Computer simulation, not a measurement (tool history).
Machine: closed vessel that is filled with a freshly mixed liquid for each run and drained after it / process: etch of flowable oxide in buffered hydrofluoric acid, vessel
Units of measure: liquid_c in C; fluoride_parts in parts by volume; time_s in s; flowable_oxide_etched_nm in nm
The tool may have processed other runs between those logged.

run 1 hour=0.0 | liquid_c=24.0 fluoride_parts=8.5 time_s=95 | flowable_oxide_etched_nm=366.78
run 2 hour=3.5 | liquid_c=24.0 fluoride_parts=8.5 time_s=95 | flowable_oxide_etched_nm=365.02
run 3 hour=11.9 | liquid_c=25.0 fluoride_parts=8.5 time_s=95 | flowable_oxide_etched_nm=385.97
run 4 hour=18.4 | liquid_c=23.5 fluoride_parts=8.5 time_s=95 | flowable_oxide_etched_nm=352.08
run 5 hour=19.2 | liquid_c=23.5 fluoride_parts=8.5 time_s=105 | flowable_oxide_etched_nm=386.44
-- hour=25.0 thermometer replaced
run 6 hour=25.0 | liquid_c=23.5 fluoride_parts=10.5 time_s=105 | flowable_oxide_etched_nm=361.50
run 7 hour=28.8 | liquid_c=24.5 fluoride_parts=10.5 time_s=105 | flowable_oxide_etched_nm=382.77

Run 8 comes next. What will it give?
run 8 hour=30.1 | liquid_c=25.5 fluoride_parts=10.5 time_s=105 | flowable_oxide_etched_nm=?

{"run 8": {"flowable_oxide_etched_nm": 411.3}}
